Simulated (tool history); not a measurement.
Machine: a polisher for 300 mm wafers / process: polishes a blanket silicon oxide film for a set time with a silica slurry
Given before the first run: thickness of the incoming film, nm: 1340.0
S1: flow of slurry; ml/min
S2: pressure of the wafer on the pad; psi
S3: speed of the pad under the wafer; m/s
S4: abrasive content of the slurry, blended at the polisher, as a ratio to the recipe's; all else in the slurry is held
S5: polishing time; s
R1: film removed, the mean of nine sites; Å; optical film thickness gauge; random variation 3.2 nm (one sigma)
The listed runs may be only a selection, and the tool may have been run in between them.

{"run": 1, "hour": 0.0, "S1": 180, "S2": 3.4, "S3": 1.48, "S4": 1.0, "S5": 107, "R1": 2945.4}
{"run": 2, "hour": 5.9, "S1": 180, "S2": 3.9, "S3": 1.48, "S4": 1.0, "S5": 107, "R1": 3446.3}
{"run": 3, "hour": 13.2, "S1": 180, "S2": 3.9, "S3": 1.48, "S4": 1.0, "S5": 107, "R1": 3407.4}
{"run": 4, "hour": 17.2, "S1": 180, "S2": 3.8, "S3": 1.48, "S4": 1.0, "S5": 107, "R1": 3303.6}
{"run": 5, "hour": 25.4, "S1": 165, "S2": 3.8, "S3": 1.48, "S4": 1.0, "S5": 107, "R1": 3225.6}
{"run": 6, "hour": 27.2, "S1": 165, "S2": 3.8, "S3": 1.82, "S4": 1.0, "S5": 107, "R1": 3705.4}
{"run": 7, "hour": 29.9, "S1": 165, "S2": 3.7, "S3": 1.82, "S4": 1.0, "S5": 107, "R1": 3646.0}

Run 8 comes next. What will it give?
{"run": 8, "hour": 36.6, "S1": 160, "S2": 2.7, "S3": 1.76, "S4": 1.0, "S5": 107, "R1": "?"}

Logged for run 8: R1 2642.7 Å.
